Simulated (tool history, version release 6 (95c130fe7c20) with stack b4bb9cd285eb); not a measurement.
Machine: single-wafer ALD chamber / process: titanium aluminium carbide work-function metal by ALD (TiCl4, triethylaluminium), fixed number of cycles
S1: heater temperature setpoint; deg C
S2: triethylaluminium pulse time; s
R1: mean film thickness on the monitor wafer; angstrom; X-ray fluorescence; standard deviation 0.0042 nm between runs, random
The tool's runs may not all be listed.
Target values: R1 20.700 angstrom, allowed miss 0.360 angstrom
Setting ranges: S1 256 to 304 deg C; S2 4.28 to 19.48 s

run,hour,S1,S2,R1
1,0.0,280,11.88,18.586
2,6.8,286,12.56,19.368
3,15.6,286,10.08,18.971
4,18.9,290,10.51,19.402
5,26.1,290,13.03,19.754
6,32.7,290,15.38,19.856
7,34.5,292,15.59,19.998
8,41.7,294,15.77,20.210

Below are 5 possible settings for the next run. Only one of them brings all results inside the allowed miss of their targets. Which is it?
A,48.9,293,15.45,?
B,48.9,288,18.47,?
C,48.9,289,15.35,?
D,48.9,299,15.29,?
E,48.9,289,19.03,?

move,R1
A,20.144
B,19.730
C,19.759
D,20.713
E,19.832
A: its largest miss is bigger than the last run's
B: its largest miss is bigger than the last run's
C: its largest miss is bigger than the last run's
D: hits every target within its allowed miss
E: its largest miss is bigger than the last run's
Correct choice: D, which meets every target

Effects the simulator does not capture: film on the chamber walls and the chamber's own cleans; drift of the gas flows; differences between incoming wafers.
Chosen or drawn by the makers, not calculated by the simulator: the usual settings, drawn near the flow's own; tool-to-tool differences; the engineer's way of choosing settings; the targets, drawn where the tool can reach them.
